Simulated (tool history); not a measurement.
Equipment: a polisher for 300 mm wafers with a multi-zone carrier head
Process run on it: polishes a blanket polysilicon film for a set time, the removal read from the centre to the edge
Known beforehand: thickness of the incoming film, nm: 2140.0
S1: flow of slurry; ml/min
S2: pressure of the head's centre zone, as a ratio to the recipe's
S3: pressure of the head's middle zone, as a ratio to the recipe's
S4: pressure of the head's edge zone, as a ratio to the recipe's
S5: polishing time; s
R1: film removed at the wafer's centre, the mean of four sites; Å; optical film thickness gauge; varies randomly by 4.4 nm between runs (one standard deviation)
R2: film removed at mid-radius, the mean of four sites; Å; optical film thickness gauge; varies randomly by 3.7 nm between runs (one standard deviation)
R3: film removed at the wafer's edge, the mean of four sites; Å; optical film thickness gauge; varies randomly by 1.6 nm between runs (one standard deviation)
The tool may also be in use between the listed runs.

Run 1, hour 0.0: S1 170 ml/min, S2 1.00, S3 1.00, S4 1.00, S5 69 s. Result: R1 4065.1 Å, R2 3883.3 Å, R3 3874.9 Å.
Run 2, hour 2.6: S1 170 ml/min, S2 1.00, S3 1.00, S4 1.00, S5 53 s. Result: R1 3179.6 Å, R2 3147.9 Å, R3 2980.0 Å.
Run 3, hour 5.5: S1 160 ml/min, S2 1.02, S3 0.97, S4 0.96, S5 52 s. Result: R1 3190.0 Å, R2 2991.3 Å, R3 2900.4 Å.
Run 4, hour 6.3: S1 160 ml/min, S2 1.02, S3 0.97, S4 0.96, S5 39 s. Result: R1 2396.5 Å, R2 2184.1 Å, R3 2176.2 Å.
Run 5, hour 12.2: S1 175 ml/min, S2 1.06, S3 0.99, S4 1.01, S5 40 s. Result: R1 2539.9 Å, R2 2362.1 Å, R3 2273.0 Å.
Run 6, hour 19.7: S1 195 ml/min, S2 1.06, S3 0.99, S4 1.01, S5 40 s. Result: R1 2616.8 Å, R2 2441.9 Å, R3 2301.0 Å.
Run 7, hour 23.4: S1 200 ml/min, S2 1.08, S3 0.97, S4 1.03, S5 42 s. Result: R1 2808.7 Å, R2 2449.4 Å, R3 2410.3 Å.
Run 8, hour 31.8: S1 210 ml/min, S2 1.09, S3 0.97, S4 1.04, S5 43 s. Result: R1 2924.1 Å, R2 2570.9 Å, R3 2514.7 Å.
Run 9, hour 38.4: S1 220 ml/min, S2 1.10, S3 0.96, S4 1.05, S5 43 s. Result: R1 2960.0 Å, R2 2621.2 Å, R3 2526.0 Å.

The next listed run, before its measurement:
Run 10, hour 45.8: S1 225 ml/min, S2 1.11, S3 0.95, S4 1.06, S5 43 s. Result: R1 ?, R2 ?, R3 ?.

R1: 3047.7 Å
R2: 2518.4 Å
R3: 2539.1 Å
